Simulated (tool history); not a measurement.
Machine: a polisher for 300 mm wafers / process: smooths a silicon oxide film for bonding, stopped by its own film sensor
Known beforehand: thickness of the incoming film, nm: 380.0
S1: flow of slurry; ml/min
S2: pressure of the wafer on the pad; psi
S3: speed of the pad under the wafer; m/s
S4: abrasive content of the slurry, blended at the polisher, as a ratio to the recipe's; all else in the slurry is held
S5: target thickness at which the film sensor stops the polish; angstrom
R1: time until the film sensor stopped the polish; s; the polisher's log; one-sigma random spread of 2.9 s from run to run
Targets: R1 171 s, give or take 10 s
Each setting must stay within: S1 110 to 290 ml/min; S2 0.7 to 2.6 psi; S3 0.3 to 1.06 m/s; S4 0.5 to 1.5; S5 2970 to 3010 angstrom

run 1 hour=0 | S1=185 S2=1.6 S3=0.68 S4=1 S5=3010 | R1=221.16
run 2 hour=3.8 | S1=185 S2=1.6 S3=0.52 S4=1 S5=3010 | R1=262.96
run 3 hour=10.1 | S1=205 S2=1.6 S3=0.52 S4=1 S5=3010 | R1=257.91
run 4 hour=18.1 | S1=205 S2=2 S3=0.52 S4=1 S5=3010 | R1=209.97
run 5 hour=20.6 | S1=205 S2=2 S3=0.36 S4=1 S5=3010 | R1=260
run 6 hour=29.5 | S1=205 S2=2 S3=0.3 S4=1 S5=3010 | R1=289.75
run 7 hour=37.5 | S1=205 S2=2.2 S3=0.34 S4=1 S5=3010 | R1=248.51
run 8 hour=45.2 | S1=205 S2=2.3 S3=0.38 S4=1 S5=3010 | R1=221.69
run 9 hour=46.6 | S1=205 S2=2.4 S3=0.4 S4=1 S5=3010 | R1=212.34
run 10 hour=54.1 | S1=210 S2=2.5 S3=0.42 S4=1 S5=3010 | R1=188.61
run 11 hour=57.1 | S1=215 S2=2.5 S3=0.42 S4=1 S5=3010 | R1=188.68
run 12 hour=62.2 | S1=220 S2=2.5 S3=0.42 S4=1 S5=3010 | R1=186.96
run 13 hour=66 | S1=225 S2=2.5 S3=0.42 S4=1 S5=3010 | R1=185.86
run 14 hour=71.3 | S1=230 S2=2.5 S3=0.42 S4=1 S5=3010 | R1=191.46
run 15 hour=75.1 | S1=230 S2=2.5 S3=0.44 S4=1 S5=3010 | R1=182.71

Pick the move, out of 4, that brings all results within their allowed miss; only one does.
run A hour=78.9 | S1=225 S2=2.6 S3=0.42 S4=0.85 S5=3000 | R1=?
run B hour=78.9 | S1=200 S2=2.3 S3=0.44 S4=1.1 S5=3010 | R1=?
run C hour=78.9 | S1=195 S2=2.4 S3=0.5 S4=1.1 S5=3010 | R1=?
run D hour=78.9 | S1=185 S2=2.3 S3=0.5 S4=0.95 S5=2970 | R1=?

move=A R1=190.39
move=B R1=192.75
move=C R1=171.1
move=D R1=196.81
A: its largest miss is bigger than the last run's
B: its largest miss is bigger than the last run's
C: every result lands within tolerance
D: its largest miss is bigger than the last run's
So the answer is move C, the one that meets all the targets.

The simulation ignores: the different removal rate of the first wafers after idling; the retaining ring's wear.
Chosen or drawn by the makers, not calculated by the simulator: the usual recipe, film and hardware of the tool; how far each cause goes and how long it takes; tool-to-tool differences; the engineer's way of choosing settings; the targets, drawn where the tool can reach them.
